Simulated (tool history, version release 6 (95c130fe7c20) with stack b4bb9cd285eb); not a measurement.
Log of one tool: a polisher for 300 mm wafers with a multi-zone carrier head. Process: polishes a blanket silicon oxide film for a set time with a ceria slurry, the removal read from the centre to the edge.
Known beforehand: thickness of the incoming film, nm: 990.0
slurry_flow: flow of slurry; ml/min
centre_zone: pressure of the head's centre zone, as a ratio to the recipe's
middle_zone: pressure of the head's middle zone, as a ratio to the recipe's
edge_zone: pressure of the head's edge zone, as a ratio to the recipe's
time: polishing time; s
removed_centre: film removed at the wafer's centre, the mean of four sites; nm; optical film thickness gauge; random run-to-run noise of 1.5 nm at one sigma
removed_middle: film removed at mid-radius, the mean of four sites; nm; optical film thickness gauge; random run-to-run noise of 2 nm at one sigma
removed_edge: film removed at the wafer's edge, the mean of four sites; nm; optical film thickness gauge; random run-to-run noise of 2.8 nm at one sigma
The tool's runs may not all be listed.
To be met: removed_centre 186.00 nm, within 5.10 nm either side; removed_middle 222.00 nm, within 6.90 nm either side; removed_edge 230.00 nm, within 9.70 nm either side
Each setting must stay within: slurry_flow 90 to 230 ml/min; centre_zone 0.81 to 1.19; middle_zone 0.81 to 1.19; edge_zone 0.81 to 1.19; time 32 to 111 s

run	hour	slurry_flow	centre_zone	middle_zone	edge_zone	time	removed_centre	removed_middle	removed_edge
1	0.0	150	1.00	1.00	1.00	71	380.33	369.50	364.01
2	1.6	145	0.98	1.00	1.00	68	348.06	354.78	354.84
3	4.3	145	0.97	0.99	0.99	65	330.99	338.44	336.42
4	11.1	145	0.97	0.99	1.07	65	328.49	334.20	353.19
5	14.4	140	0.95	0.98	1.05	62	309.04	314.13	327.81
6	20.9	135	0.93	0.98	1.05	60	287.17	303.75	322.83
7	27.6	135	0.93	0.98	1.05	60	289.47	307.28	313.00
8	31.6	130	0.92	0.97	1.06	58	274.56	288.73	309.19
9	33.5	125	0.91	0.97	1.05	56	262.64	277.26	289.63
10	41.0	125	0.90	0.97	1.05	54	249.91	269.33	287.17
11	49.7	120	0.89	0.97	1.04	53	240.61	264.69	276.84
12	55.3	115	0.88	0.97	1.04	52	233.60	256.78	266.54
13	56.8	115	0.87	0.97	1.04	51	222.14	255.06	259.62
14	59.8	115	0.87	0.97	1.04	51	224.32	253.49	263.18
15	61.8	95	0.81	0.95	1.00	43	170.65	203.89	215.56
16	69.6	100	0.81	0.95	1.00	43	174.28	204.45	220.39
17	76.7	105	0.81	0.95	1.00	43	177.20	206.78	214.43
18	82.6	105	0.81	0.95	1.01	43	173.92	205.93	219.14
19	90.4	110	0.81	0.95	1.01	43	174.41	209.19	220.47
20	92.3	115	0.81	0.95	1.01	43	178.40	204.67	219.13

Which one of the following 4 next-run settings gets every result inside its allowed miss? There is exactly one.
A	94.2	120	0.83	1.00	1.07	44	?	?	?
B	94.2	100	0.89	0.97	0.85	41	?	?	?
C	94.2	110	0.88	1.06	0.93	42	?	?	?
D	94.2	130	0.86	0.93	1.00	42	?	?	?

move	removed_centre	removed_middle	removed_edge
A	185.97	223.02	232.99
B	181.42	198.27	191.93
C	186.21	221.39	206.20
D	185.86	202.17	216.76
A: in spec on every target
B: lands further from the targets than the last run did
C: the worst result of the last run now meets its target, but another is out of spec
D: lands further from the targets than the last run did
Go with A: it meets all targets.
